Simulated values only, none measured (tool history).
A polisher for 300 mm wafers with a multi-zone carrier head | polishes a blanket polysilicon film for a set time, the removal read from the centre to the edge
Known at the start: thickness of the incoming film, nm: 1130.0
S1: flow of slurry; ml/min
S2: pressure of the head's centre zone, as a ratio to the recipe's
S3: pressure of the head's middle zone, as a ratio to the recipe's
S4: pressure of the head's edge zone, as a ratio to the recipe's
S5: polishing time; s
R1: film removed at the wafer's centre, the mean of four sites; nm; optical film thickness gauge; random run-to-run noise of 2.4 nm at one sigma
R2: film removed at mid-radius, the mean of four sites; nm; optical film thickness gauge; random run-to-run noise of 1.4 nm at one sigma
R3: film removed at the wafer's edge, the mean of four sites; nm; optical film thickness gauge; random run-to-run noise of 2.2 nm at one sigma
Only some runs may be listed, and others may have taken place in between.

{"run": 1, "hour": 0.0, "S1": 170, "S2": 1, "S3": 1, "S4": 1, "S5": 36, "R1": 331.99, "R2": 341.06, "R3": 339.63}
{"run": 2, "hour": 1.0, "S1": 170, "S2": 1, "S3": 1, "S4": 1.05, "S5": 36, "R1": 338.59, "R2": 346.82, "R3": 342.7}
{"run": 3, "hour": 9.4, "S1": 170, "S2": 1.02, "S3": 1, "S4": 1.03, "S5": 33, "R1": 318.35, "R2": 315.3, "R3": 312.41}
{"run": 4, "hour": 12.9, "S1": 170, "S2": 0.94, "S3": 1, "S4": 1.03, "S5": 33, "R1": 292.56, "R2": 316.01, "R3": 310.67}
{"run": 5, "hour": 21.2, "S1": 175, "S2": 0.96, "S3": 1, "S4": 1, "S5": 30, "R1": 267.93, "R2": 290.76, "R3": 283.2}
{"run": 6, "hour": 28.9, "S1": 195, "S2": 0.96, "S3": 1, "S4": 1, "S5": 30, "R1": 281.06, "R2": 292.74, "R3": 284.38}
{"run": 7, "hour": 36.0, "S1": 205, "S2": 0.96, "S3": 0.99, "S4": 0.98, "S5": 28, "R1": 259.21, "R2": 275.44, "R3": 263.73}
{"run": 8, "hour": 37.5, "S1": 215, "S2": 0.97, "S3": 0.97, "S4": 0.96, "S5": 27, "R1": 260.24, "R2": 260.03, "R3": 250.41}
{"run": 9, "hour": 40.1, "S1": 220, "S2": 0.96, "S3": 0.95, "S4": 0.93, "S5": 26, "R1": 250.72, "R2": 248.52, "R3": 246.47}

Predict the results of run 10:
{"run": 10, "hour": 48.8, "S1": 225, "S2": 0.97, "S3": 0.95, "S4": 0.92, "S5": 25, "R1": "?", "R2": "?", "R3": "?"}

Run 10 yielded R1 239.04 nm, R2 238.95 nm, R3 231.05 nm.

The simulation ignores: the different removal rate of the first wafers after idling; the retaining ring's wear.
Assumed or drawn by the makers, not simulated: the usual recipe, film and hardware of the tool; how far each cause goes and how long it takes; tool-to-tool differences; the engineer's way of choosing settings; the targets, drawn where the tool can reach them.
